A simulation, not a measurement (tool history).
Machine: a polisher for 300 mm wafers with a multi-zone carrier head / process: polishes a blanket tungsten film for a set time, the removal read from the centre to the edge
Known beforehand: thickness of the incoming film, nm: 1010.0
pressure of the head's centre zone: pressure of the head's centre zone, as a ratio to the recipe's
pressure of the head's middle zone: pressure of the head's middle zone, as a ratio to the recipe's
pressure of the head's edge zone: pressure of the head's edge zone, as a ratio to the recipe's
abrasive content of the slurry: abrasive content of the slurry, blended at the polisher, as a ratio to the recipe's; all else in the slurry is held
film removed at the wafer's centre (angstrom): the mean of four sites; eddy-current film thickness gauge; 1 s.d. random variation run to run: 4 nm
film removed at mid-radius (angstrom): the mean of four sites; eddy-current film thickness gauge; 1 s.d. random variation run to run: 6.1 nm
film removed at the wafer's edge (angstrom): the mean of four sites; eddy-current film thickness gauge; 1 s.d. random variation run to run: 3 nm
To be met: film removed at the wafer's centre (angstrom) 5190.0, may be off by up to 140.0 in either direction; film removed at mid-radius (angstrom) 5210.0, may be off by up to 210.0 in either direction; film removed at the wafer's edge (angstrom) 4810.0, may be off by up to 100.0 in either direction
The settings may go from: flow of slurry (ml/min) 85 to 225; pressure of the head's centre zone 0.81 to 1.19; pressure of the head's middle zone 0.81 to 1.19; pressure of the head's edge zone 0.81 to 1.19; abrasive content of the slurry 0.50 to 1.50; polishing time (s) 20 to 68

| run | hour | flow of slurry (ml/min) | pressure of the head's centre zone | pressure of the head's middle zone | pressure of the head's edge zone | abrasive content of the slurry | polishing time (s) | film removed at the wafer's centre (angstrom) | film removed at mid-radius (angstrom) | film removed at the wafer's edge (angstrom) |
|---|---|---|---|---|---|---|---|---|---|---|
| 1 | 0.0 | 145 | 1.00 | 1.00 | 1.00 | 1.00 | 44 | 3195.3 | 3270.4 | 3153.4 |
| 2 | 1.0 | 155 | 1.02 | 1.03 | 1.03 | 1.10 | 46 | 3546.3 | 3712.2 | 3419.1 |
| 3 | 7.5 | 180 | 1.02 | 1.03 | 1.03 | 1.10 | 46 | 3622.9 | 3740.9 | 3550.6 |
| 4 | 10.6 | 180 | 1.02 | 1.03 | 1.03 | 0.90 | 46 | 3508.8 | 3580.4 | 3391.4 |
| 5 | 11.3 | 190 | 1.04 | 1.04 | 1.06 | 1.05 | 47 | 3772.0 | 3877.0 | 3697.9 |
| 6 | 12.9 | 190 | 1.04 | 1.04 | 1.06 | 1.05 | 40 | 3225.0 | 3230.4 | 3100.9 |
| 7 | 18.2 | 195 | 1.06 | 1.05 | 1.08 | 1.15 | 43 | 3580.9 | 3563.2 | 3464.8 |
| 8 | 22.6 | 200 | 1.08 | 1.07 | 1.09 | 1.25 | 45 | 3943.7 | 3969.9 | 3725.2 |
| 9 | 24.8 | 205 | 1.09 | 1.08 | 1.11 | 1.30 | 47 | 4211.2 | 4166.9 | 3925.2 |
| 10 | 32.2 | 210 | 1.09 | 1.09 | 1.12 | 1.35 | 48 | 4392.0 | 4315.6 | 4102.8 |
| 11 | 33.6 | 210 | 1.09 | 1.10 | 1.13 | 1.40 | 49 | 4441.0 | 4481.1 | 4229.6 |
| 12 | 37.1 | 210 | 1.10 | 1.11 | 1.14 | 1.40 | 50 | 4618.0 | 4618.3 | 4332.7 |

Exercise: of the 4 proposed moves below, exactly one satisfies all targets within the stated allowed misses. Which move is it?
| A | 40.6 | 210 | 1.12 | 1.03 | 1.17 | 1.30 | 56 | ? | ? | ? |
| B | 40.6 | 205 | 1.12 | 1.06 | 1.13 | 1.50 | 58 | ? | ? | ? |
| C | 40.6 | 225 | 1.13 | 1.16 | 1.19 | 1.50 | 53 | ? | ? | ? |
| D | 40.6 | 225 | 1.14 | 0.96 | 1.17 | 1.20 | 59 | ? | ? | ? |

| move | film removed at the wafer's centre (angstrom) | film removed at mid-radius (angstrom) | film removed at the wafer's edge (angstrom) |
|---|---|---|---|
| A | 5187.5 | 4684.3 | 4809.2 |
| B | 5526.8 | 5108.4 | 5036.2 |
| C | 5173.3 | 5087.2 | 4767.2 |
| D | 5522.4 | 4628.7 | 5018.6 |
A: the furthest-off result lands on target, but another misses its tolerance
B: takes the biggest miss from the last run beyond its target
C: hits every target within its allowed miss
D: takes the biggest miss from the last run beyond its target
So the answer is move C, the one that meets all the targets.
